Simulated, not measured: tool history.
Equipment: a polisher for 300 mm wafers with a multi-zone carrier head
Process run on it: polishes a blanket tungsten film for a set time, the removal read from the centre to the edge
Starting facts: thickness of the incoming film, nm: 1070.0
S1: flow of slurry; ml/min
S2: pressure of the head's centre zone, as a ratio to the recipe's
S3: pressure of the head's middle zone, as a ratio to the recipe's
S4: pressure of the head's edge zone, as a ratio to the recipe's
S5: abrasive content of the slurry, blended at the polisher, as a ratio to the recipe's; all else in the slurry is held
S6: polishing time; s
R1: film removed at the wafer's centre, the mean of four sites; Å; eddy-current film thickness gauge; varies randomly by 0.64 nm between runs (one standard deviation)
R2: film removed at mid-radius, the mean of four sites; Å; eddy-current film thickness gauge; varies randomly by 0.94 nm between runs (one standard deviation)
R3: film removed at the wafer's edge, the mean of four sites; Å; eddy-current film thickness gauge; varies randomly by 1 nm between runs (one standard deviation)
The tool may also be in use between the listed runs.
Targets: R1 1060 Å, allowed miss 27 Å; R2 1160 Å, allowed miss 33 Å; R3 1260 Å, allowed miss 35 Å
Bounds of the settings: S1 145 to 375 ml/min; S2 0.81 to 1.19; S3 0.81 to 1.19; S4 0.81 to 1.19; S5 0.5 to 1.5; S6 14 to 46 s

Run 1, hour 0: S1 240 ml/min, S2 1, S3 1, S4 1, S5 1, S6 30 s. Result: R1 2037.8 Å, R2 2073.1 Å, R3 1958.1 Å.
Run 2, hour 6.2: S1 240 ml/min, S2 1, S3 0.94, S4 1, S5 1, S6 30 s. Result: R1 2038.7 Å, R2 1980.5 Å, R3 2015.4 Å.
Run 3, hour 9.4: S1 225 ml/min, S2 0.95, S3 0.91, S4 0.97, S5 0.85, S6 27 s. Result: R1 1682.5 Å, R2 1653.6 Å, R3 1721 Å.
Run 4, hour 10.4: S1 225 ml/min, S2 0.95, S3 0.94, S4 0.97, S5 0.85, S6 27 s. Result: R1 1681.7 Å, R2 1695.8 Å, R3 1708.5 Å.
Run 5, hour 17.8: S1 210 ml/min, S2 0.91, S3 0.92, S4 0.97, S5 0.75, S6 25 s. Result: R1 1458.2 Å, R2 1526.1 Å, R3 1562.8 Å.
Run 6, hour 24.5: S1 210 ml/min, S2 0.91, S3 1, S4 0.97, S5 0.75, S6 25 s. Result: R1 1440 Å, R2 1622.6 Å, R3 1553 Å.
Run 7, hour 29.2: S1 200 ml/min, S2 0.88, S3 0.96, S4 0.96, S5 0.65, S6 24 s. Result: R1 1313.4 Å, R2 1497.5 Å, R3 1444.7 Å.
Run 8, hour 34.5: S1 190 ml/min, S2 0.86, S3 0.92, S4 0.96, S5 0.6, S6 23 s. Result: R1 1211 Å, R2 1337.3 Å, R3 1357.1 Å.
Run 9, hour 42.3: S1 180 ml/min, S2 0.84, S3 0.9, S4 0.96, S5 0.55, S6 23 s. Result: R1 1154.9 Å, R2 1286.9 Å, R3 1351.5 Å.
Run 10, hour 49: S1 175 ml/min, S2 0.83, S3 0.88, S4 0.94, S5 0.55, S6 23 s. Result: R1 1134.5 Å, R2 1275.6 Å, R3 1340.8 Å.
Run 11, hour 57.2: S1 170 ml/min, S2 0.83, S3 0.86, S4 0.93, S5 0.55, S6 23 s. Result: R1 1124.2 Å, R2 1207.1 Å, R3 1310.8 Å.
Run 12, hour 62.9: S1 165 ml/min, S2 0.82, S3 0.86, S4 0.92, S5 0.55, S6 23 s. Result: R1 1106.2 Å, R2 1222.8 Å, R3 1310.4 Å.
Run 13, hour 64.8: S1 160 ml/min, S2 0.82, S3 0.85, S4 0.91, S5 0.55, S6 23 s. Result: R1 1097.9 Å, R2 1203.4 Å, R3 1304.3 Å.
Run 14, hour 73.2: S1 155 ml/min, S2 0.82, S3 0.84, S4 0.9, S5 0.55, S6 23 s. Result: R1 1092.4 Å, R2 1173.9 Å, R3 1274.3 Å.

Exactly one of the 5 candidate moves below puts every result within its allowed miss. Which one?
Run A, hour 81.6: S1 170 ml/min, S2 0.84, S3 0.81, S4 0.91, S5 0.7, S6 22 s. Result: R1 ?, R2 ?, R3 ?.
Run B, hour 81.6: S1 145 ml/min, S2 0.92, S3 0.89, S4 0.99, S5 1.05, S6 20 s. Result: R1 ?, R2 ?, R3 ?.
Run C, hour 81.6: S1 175 ml/min, S2 0.83, S3 0.87, S4 0.89, S5 0.5, S6 23 s. Result: R1 ?, R2 ?, R3 ?.
Run D, hour 81.6: S1 145 ml/min, S2 0.81, S3 0.84, S4 0.95, S5 0.55, S6 24 s. Result: R1 ?, R2 ?, R3 ?.
Run E, hour 81.6: S1 175 ml/min, S2 0.83, S3 0.86, S4 0.96, S5 0.7, S6 21 s. Result: R1 ?, R2 ?, R3 ?.

move      R1      R2      R3
   A  1117.5    1149  1283.9
   B  1129.2  1148.4  1247.5
   C  1120.6  1235.3  1285.5
   D  1099.3  1213.3  1355.6
   E  1061.1  1158.5  1260.9
A: the biggest miss grows against the last run
B: the biggest miss grows against the last run
C: the biggest miss grows against the last run
D: the biggest miss grows against the last run
E: every result lands within tolerance
E is the move that brings every result within its allowed miss.
